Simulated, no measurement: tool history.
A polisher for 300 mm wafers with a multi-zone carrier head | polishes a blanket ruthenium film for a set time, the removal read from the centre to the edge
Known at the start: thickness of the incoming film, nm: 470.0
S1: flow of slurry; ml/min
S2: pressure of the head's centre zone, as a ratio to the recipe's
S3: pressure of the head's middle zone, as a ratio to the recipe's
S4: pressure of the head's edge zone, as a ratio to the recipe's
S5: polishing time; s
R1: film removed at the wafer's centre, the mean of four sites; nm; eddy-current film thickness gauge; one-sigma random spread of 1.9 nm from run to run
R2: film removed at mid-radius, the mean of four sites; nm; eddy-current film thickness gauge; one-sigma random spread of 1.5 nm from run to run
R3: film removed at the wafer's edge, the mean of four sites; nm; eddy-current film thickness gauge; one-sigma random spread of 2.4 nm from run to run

run 1 hour=0.0 | S1=225 S2=1.00 S3=1.00 S4=1.00 S5=87 | R1=128.32 R2=128.87 R3=130.32
run 2 hour=2.6 | S1=225 S2=1.00 S3=1.00 S4=1.00 S5=102 | R1=153.40 R2=154.39 R3=157.16
run 3 hour=7.1 | S1=270 S2=1.00 S3=1.00 S4=1.00 S5=102 | R1=153.32 R2=156.93 R3=157.02
run 4 hour=8.9 | S1=270 S2=0.97 S3=1.01 S4=1.02 S5=102 | R1=151.88 R2=154.58 R3=155.92
run 5 hour=12.9 | S1=270 S2=1.05 S3=1.01 S4=1.02 S5=102 | R1=163.07 R2=154.14 R3=158.38
run 6 hour=15.2 | S1=320 S2=1.05 S3=1.01 S4=1.02 S5=102 | R1=164.90 R2=159.75 R3=165.40
run 7 hour=21.3 | S1=320 S2=1.05 S3=1.01 S4=1.02 S5=102 | R1=166.73 R2=159.12 R3=156.57
run 8 hour=29.5 | S1=305 S2=0.99 S3=1.01 S4=1.03 S5=103 | R1=155.38 R2=161.16 R3=162.80

Run 9 comes next. What will it give?
run 9 hour=36.2 | S1=305 S2=0.96 S3=1.01 S4=1.04 S5=103 | R1=? R2=? R3=?

{"run 9": {"R1": 152.67, "R2": 161.42, "R3": 161.07}}
